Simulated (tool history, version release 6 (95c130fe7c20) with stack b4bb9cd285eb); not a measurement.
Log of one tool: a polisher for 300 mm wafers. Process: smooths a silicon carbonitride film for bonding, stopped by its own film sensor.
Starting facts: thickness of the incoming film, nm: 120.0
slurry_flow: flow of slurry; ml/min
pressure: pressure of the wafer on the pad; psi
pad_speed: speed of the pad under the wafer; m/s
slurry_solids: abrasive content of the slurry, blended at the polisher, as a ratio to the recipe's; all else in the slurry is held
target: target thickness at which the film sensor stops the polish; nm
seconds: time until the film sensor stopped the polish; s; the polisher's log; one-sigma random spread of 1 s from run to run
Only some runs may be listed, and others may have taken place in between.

Run 1, hour 0: slurry_flow 285 ml/min, pressure 1.7 psi, pad_speed 0.84 m/s, slurry_solids 1, target 91 nm. Result: seconds 140.08 s.
Run 2, hour 6.7: slurry_flow 285 ml/min, pressure 1.7 psi, pad_speed 0.84 m/s, slurry_solids 1.1, target 91 nm. Result: seconds 130.72 s.
Run 3, hour 8.3: slurry_flow 285 ml/min, pressure 1.8 psi, pad_speed 0.84 m/s, slurry_solids 1.1, target 91 nm. Result: seconds 124.34 s.
Run 4, hour 15.9: slurry_flow 355 ml/min, pressure 1.8 psi, pad_speed 0.84 m/s, slurry_solids 1.1, target 91 nm. Result: seconds 122.03 s.
Run 5, hour 19.8: slurry_flow 355 ml/min, pressure 1.9 psi, pad_speed 0.84 m/s, slurry_solids 1.1, target 91 nm. Result: seconds 116.84 s.
Run 6, hour 28.6: slurry_flow 355 ml/min, pressure 2 psi, pad_speed 0.84 m/s, slurry_solids 1.1, target 91 nm. Result: seconds 109.45 s.
Run 7, hour 29.4: slurry_flow 355 ml/min, pressure 2.1 psi, pad_speed 0.84 m/s, slurry_solids 1.1, target 91 nm. Result: seconds 104.9 s.
Run 8, hour 33.9: slurry_flow 355 ml/min, pressure 2.2 psi, pad_speed 0.84 m/s, slurry_solids 1.1, target 91 nm. Result: seconds 101.23 s.

Run 9 has not been measured yet. What should we expect?
Run 9, hour 36.1: slurry_flow 355 ml/min, pressure 2.3 psi, pad_speed 0.84 m/s, slurry_solids 1.1, target 91 nm. Result: seconds ?.

{"run 9": {"seconds": 98.027}}
